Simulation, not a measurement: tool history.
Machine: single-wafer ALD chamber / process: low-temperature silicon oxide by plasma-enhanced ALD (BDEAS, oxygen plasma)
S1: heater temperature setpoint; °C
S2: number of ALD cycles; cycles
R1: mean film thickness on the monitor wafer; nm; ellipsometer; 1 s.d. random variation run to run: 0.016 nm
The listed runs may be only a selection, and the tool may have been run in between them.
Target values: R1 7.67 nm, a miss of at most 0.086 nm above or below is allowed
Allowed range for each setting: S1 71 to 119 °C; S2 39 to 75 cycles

Run 1, hour 0: S1 95 °C, S2 57 cycles. Result: R1 8.3654 nm.
Run 2, hour 3.3: S1 88 °C, S2 57 cycles. Result: R1 8.5708 nm.
Run 3, hour 9.3: S1 88 °C, S2 52 cycles. Result: R1 7.7937 nm.
Run 4, hour 16.9: S1 81 °C, S2 52 cycles. Result: R1 7.9708 nm.
Run 5, hour 18.8: S1 81 °C, S2 55 cycles. Result: R1 8.415 nm.
Run 6, hour 22.3: S1 81 °C, S2 47 cycles. Result: R1 7.2046 nm.
Run 7, hour 24.1: S1 79 °C, S2 48 cycles. Result: R1 7.404 nm.
Run 8, hour 28.5: S1 71 °C, S2 49 cycles. Result: R1 7.7489 nm.

Which of these 5 next moves meets every target?
Run A, hour 32.9: S1 76 °C, S2 49 cycles. Result: R1 ?.
Run B, hour 32.9: S1 75 °C, S2 50 cycles. Result: R1 ?.
Run C, hour 32.9: S1 77 °C, S2 51 cycles. Result: R1 ?.
Run D, hour 32.9: S1 84 °C, S2 52 cycles. Result: R1 ?.
Run E, hour 32.9: S1 71 °C, S2 50 cycles. Result: R1 ?.

move      R1
   A  7.6516
   B  7.8321
   C   7.939
   D  7.9172
   E  7.9296
A: every result within its allowed miss
B: misses by more than the last run did
C: misses by more than the last run did
D: misses by more than the last run did
E: misses by more than the last run did
Correct choice: A, which meets every target

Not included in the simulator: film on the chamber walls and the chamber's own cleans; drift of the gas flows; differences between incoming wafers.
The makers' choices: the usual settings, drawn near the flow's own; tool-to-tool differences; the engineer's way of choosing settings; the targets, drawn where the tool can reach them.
